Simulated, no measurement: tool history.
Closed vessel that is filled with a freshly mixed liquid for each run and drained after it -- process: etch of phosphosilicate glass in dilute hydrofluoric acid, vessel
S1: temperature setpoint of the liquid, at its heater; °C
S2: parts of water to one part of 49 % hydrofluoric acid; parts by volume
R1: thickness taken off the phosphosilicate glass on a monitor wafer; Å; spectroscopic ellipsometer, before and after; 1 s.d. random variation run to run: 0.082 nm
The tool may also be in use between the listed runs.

run 1 hour=0 | S1=26 S2=130 time_in_the_liquid_(s)=30 | R1=193.35
run 2 hour=3.6 | S1=26 S2=110 time_in_the_liquid_(s)=30 | R1=234.22
run 3 hour=5.5 | S1=24.5 S2=115 time_in_the_liquid_(s)=30 | R1=211.12
run 4 hour=8.5 | S1=24.5 S2=80 time_in_the_liquid_(s)=30 | R1=315.62
run 5 hour=9.7 | S1=23.5 S2=90 time_in_the_liquid_(s)=30 | R1=266.2
run 6 hour=17.1 | S1=23.5 S2=90 time_in_the_liquid_(s)=30 | R1=264.87
run 7 hour=18.3 | S1=22.5 S2=100 time_in_the_liquid_(s)=30 | R1=226.26
run 8 hour=25.1 | S1=21.5 S2=105 time_in_the_liquid_(s)=30 | R1=204.14
run 9 hour=29.9 | S1=21 S2=110 time_in_the_liquid_(s)=30 | R1=192.44
run 10 hour=35.5 | S1=20.5 S2=115 time_in_the_liquid_(s)=30 | R1=178.76
run 11 hour=43.7 | S1=20 S2=120 time_in_the_liquid_(s)=30 | R1=165.73

Estimate the outcome of run 12 from the log above:
run 12 hour=51.3 | S1=19.5 S2=125 time_in_the_liquid_(s)=30 | R1=?

Run 12 produced R1 156.68 Å.
